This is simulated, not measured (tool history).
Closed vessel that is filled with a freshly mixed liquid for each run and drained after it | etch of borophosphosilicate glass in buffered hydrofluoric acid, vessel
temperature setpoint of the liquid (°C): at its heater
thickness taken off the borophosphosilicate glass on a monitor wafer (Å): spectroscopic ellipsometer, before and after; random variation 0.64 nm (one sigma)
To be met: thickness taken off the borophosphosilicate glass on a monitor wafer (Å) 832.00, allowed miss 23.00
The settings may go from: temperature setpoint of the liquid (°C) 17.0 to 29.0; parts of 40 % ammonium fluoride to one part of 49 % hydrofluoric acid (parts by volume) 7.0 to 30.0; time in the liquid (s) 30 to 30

run,day,temperature setpoint of the liquid (°C),parts of 40 % ammonium fluoride to one part of 49 % hydrofluoric acid (parts by volume),time in the liquid (s),thickness taken off the borophosphosilicate glass on a monitor wafer (Å)
1,0.000,21.0,20.0,30,543.03
2,0.267,21.0,22.5,30,504.94
3,0.325,21.0,27.5,30,435.93
4,0.654,23.0,27.5,30,492.95
5,0.725,23.0,27.5,30,486.14
6,1.038,19.5,27.5,30,403.86
7,1.354,21.0,26.0,30,453.08
# day 1.517: thermometer replaced
8,1.517,22.5,25.0,30,458.41
9,1.550,23.5,22.0,30,517.33
10,1.733,24.5,19.5,30,612.07
11,1.904,25.0,18.5,30,650.55
12,1.954,25.5,18.0,30,697.16
13,2.150,26.0,18.0,30,706.44
14,2.412,29.0,17.5,30,862.14

4 next moves are on the table. One of them brings every result within its allowed miss. Which?
A,2.675,29.0,19.5,30,?
B,2.675,28.0,18.0,30,?
C,2.675,28.5,18.5,30,?
D,2.675,29.0,18.0,30,?

move,thickness taken off the borophosphosilicate glass on a monitor wafer (Å)
A,778.67
B,799.35
C,798.85
D,842.62
A: takes the result that was furthest off past its target
B: takes the result that was furthest off past its target
C: takes the result that was furthest off past its target
D: meets every target
The right move is D.

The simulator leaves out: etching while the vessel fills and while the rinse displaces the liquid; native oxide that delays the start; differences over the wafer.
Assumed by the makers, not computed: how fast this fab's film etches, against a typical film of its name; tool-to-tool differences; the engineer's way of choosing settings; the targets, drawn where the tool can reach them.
